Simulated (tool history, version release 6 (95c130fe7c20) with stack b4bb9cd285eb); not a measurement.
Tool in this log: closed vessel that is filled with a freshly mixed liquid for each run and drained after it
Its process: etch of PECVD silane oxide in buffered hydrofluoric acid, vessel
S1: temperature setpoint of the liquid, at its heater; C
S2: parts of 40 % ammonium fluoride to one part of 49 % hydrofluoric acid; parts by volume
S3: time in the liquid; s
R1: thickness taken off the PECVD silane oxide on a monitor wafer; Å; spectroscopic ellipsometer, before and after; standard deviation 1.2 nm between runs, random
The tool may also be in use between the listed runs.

run 1 hour=0 | S1=22 S2=13.5 S3=95 | R1=2275.6
run 2 hour=5.6 | S1=22 S2=11 S3=95 | R1=2727.6
run 3 hour=14.4 | S1=21.5 S2=11.5 S3=95 | R1=2562.5
run 4 hour=21.8 | S1=21 S2=12 S3=95 | R1=2391.7
run 5 hour=30.5 | S1=20.5 S2=12.5 S3=95 | R1=2190.3
run 6 hour=35 | S1=20.5 S2=15.5 S3=95 | R1=1791

Predict the results of run 7:
run 7 hour=41 | S1=20 S2=15.5 S3=95 | R1=?

{"run 7": {"R1": 1767.6}}
